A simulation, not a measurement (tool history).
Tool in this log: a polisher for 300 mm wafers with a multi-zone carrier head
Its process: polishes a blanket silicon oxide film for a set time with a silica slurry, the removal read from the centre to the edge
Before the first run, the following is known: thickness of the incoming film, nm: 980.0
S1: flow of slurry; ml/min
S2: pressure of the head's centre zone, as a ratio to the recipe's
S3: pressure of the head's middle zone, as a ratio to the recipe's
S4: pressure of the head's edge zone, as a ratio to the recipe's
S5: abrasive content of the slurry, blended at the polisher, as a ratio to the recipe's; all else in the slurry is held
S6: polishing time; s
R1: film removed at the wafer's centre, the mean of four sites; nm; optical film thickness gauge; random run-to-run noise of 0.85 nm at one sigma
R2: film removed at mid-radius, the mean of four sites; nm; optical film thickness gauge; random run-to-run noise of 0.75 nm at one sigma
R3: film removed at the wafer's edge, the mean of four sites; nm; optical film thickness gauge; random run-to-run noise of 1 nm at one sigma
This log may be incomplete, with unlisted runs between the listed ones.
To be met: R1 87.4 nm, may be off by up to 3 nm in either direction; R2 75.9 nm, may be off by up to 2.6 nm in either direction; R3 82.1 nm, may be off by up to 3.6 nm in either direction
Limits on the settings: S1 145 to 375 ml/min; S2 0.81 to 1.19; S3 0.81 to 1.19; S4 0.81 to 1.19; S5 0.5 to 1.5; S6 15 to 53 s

run 1 day=0 | S1=240 S2=1 S3=1 S4=1 S5=1 S6=34 | R1=65.492 R2=63.848 R3=63.961
run 2 day=0.321 | S1=240 S2=1 S3=1 S4=0.93 S5=1 S6=34 | R1=64.436 R2=62.737 R3=63.337
run 3 day=0.65 | S1=265 S2=1 S3=1 S4=0.93 S5=1 S6=34 | R1=64.859 R2=64.137 R3=61.435
run 4 day=0.704 | S1=265 S2=1.06 S3=1 S4=0.93 S5=1 S6=34 | R1=70.51 R2=65.278 R3=61.757
run 5 day=1.017 | S1=255 S2=1.06 S3=1 S4=0.94 S5=1.05 S6=34 | R1=69.817 R2=66.055 R3=64.371
run 6 day=1.371 | S1=300 S2=1.06 S3=1 S4=0.94 S5=1.05 S6=34 | R1=70.681 R2=66.622 R3=64.727
run 7 day=1.696 | S1=285 S2=1.13 S3=0.98 S4=1.04 S5=1.3 S6=35 | R1=84.334 R2=73.562 R3=75.825
run 8 day=2.012 | S1=285 S2=1.13 S3=0.98 S4=1.05 S5=1.3 S6=35 | R1=86.587 R2=73.261 R3=75.188
run 9 day=2.175 | S1=285 S2=1.12 S3=0.98 S4=1.06 S5=1.3 S6=35 | R1=84.855 R2=74.019 R3=75.769
run 10 day=2.362 | S1=285 S2=1.12 S3=0.98 S4=1.07 S5=1.3 S6=35 | R1=83.666 R2=73.557 R3=75.809
run 11 day=2.567 | S1=285 S2=1.12 S3=0.98 S4=1.08 S5=1.3 S6=35 | R1=83.573 R2=74.646 R3=75.86

Exercise: of the 5 proposed moves below, exactly one satisfies all targets within the stated allowed misses. Which move is it?
run A day=2.771 | S1=285 S2=1.19 S3=1.1 S4=0.99 S5=1 S6=37 | R1=? R2=? R3=?
run B day=2.771 | S1=340 S2=1.19 S3=0.97 S4=1.06 S5=1.4 S6=35 | R1=? R2=? R3=?
run C day=2.771 | S1=260 S2=1.01 S3=0.91 S4=1.13 S5=1.4 S6=36 | R1=? R2=? R3=?
run D day=2.771 | S1=250 S2=1.07 S3=1.05 S4=1.1 S5=1.3 S6=35 | R1=? R2=? R3=?
run E day=2.771 | S1=195 S2=1.11 S3=0.97 S4=1.08 S5=1.2 S6=40 | R1=? R2=? R3=?

move=A R1=85.391 R2=76.078 R3=69.698
move=B R1=94.308 R2=75.447 R3=79.338
move=C R1=79.687 R2=71.584 R3=82.546
move=D R1=79.499 R2=75.944 R3=76.555
move=E R1=87.64 R2=75.789 R3=81.798
A: lands further from the targets than the last run did
B: puts the biggest miss on target and leaves a different result outside tolerance
C: puts the biggest miss on target and leaves a different result outside tolerance
D: lands further from the targets than the last run did
E: hits every target within its allowed miss
Go with E: it meets all targets.
